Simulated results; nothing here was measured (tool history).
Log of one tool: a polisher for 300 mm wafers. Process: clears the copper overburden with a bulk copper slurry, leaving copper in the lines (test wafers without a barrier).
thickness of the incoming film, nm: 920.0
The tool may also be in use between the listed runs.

run	hour	flow of slurry (ml/min)	pressure of the wafer on the pad (psi)	speed of the pad under the wafer (cm/s)	abrasive content of the slurry	overpolish time after the end point (s)	time until the end point was called (s)	dishing of a wide line in a test structure (Å)
1	0.0	270	2.1	122	1.0	23	138.61	326.24
2	8.5	270	1.8	120	1.0	18	167.73	312.40
3	14.6	230	1.8	120	1.0	18	170.91	298.40
4	18.3	215	1.6	120	1.0	16	191.52	271.53
5	23.3	250	1.6	120	1.0	16	186.88	276.39
6	28.5	255	1.5	118	1.0	19	204.47	282.58
7	29.6	250	1.4	118	1.0	19	213.32	286.91
8	34.9	250	1.4	118	1.0	19	214.47	268.84

Forecast run 9:
9	36.3	250	1.0	116	1.0	17	?	?

{"run 9": {"time until the end point was called (s)": 302.31, "dishing of a wide line in a test structure (Å)": 225.89}}
